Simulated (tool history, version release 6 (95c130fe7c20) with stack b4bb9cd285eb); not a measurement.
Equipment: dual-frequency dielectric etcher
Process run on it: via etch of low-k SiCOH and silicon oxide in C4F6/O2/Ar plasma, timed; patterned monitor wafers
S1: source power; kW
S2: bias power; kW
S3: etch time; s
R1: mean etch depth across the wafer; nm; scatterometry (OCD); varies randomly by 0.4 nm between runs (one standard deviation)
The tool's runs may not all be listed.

run  hour     S1     S2    S3      R1
  1   0.0  0.370  0.194  27.5  68.460
  2   8.7  0.320  0.194  27.5  64.684
  3  16.3  0.350  0.197  27.5  67.638
  4  19.5  0.380  0.199  27.5  69.797
  5  22.1  0.400  0.201  27.5  71.056
  6  25.7  0.420  0.204  27.5  73.698
  7  29.8  0.430  0.205  27.5  74.509

Expected results for the next run?
  8  37.0  0.440  0.206  27.5   ?

{"run 8": {"R1": 75.057}}

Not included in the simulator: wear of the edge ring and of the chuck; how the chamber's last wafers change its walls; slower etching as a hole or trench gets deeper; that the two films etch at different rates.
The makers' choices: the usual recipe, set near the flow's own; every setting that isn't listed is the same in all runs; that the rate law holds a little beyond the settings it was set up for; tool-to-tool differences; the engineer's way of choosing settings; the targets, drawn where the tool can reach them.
